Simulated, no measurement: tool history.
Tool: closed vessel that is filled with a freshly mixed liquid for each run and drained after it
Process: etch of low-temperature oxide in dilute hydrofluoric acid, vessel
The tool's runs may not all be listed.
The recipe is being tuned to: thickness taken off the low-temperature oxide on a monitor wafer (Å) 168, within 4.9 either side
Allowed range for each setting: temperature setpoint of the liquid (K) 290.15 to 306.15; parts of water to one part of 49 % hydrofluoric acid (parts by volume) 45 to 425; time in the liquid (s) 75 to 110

run	day	temperature setpoint of the liquid (K)	parts of water to one part of 49 % hydrofluoric acid (parts by volume)	time in the liquid (s)	thickness taken off the low-temperature oxide on a monitor wafer (Å)
1	0	298.15	235	110	86.153
2	0.025	298.15	235	75	58.222
3	0.308	298.15	235	110	86.139
4	0.562	298.15	235	75	58.154
5	0.729	298.15	235	75	57.983
6	0.867	298.15	235	110	86.107
7	0.962	298.15	235	110	85.877
8	1.3	299.65	220	110	98.142
9	1.412	301.15	215	110	106.33
10	1.6	302.15	205	110	116.69
11	1.762	303.15	200	110	125.05
12	1.954	303.65	195	110	130.34
13	2.042	304.15	190	110	138.93
14	2.142	306.15	165	110	175.01

Which one of the following 5 next-run settings gets every result inside its allowed miss? There is exactly one.
A	2.242	306.15	145	105	?
B	2.242	304.65	155	110	?
C	2.242	301.15	135	110	?
D	2.242	303.65	145	110	?
E	2.242	305.15	120	75	?

move	thickness taken off the low-temperature oxide on a monitor wafer (Å)
A	196.34
B	179.95
C	186.15
D	187.89
E	169.06
A: moves away from the targets compared with the last run
B: moves away from the targets compared with the last run
C: moves away from the targets compared with the last run
D: moves away from the targets compared with the last run
E: every result within its allowed miss
Correct choice: E, which meets every target
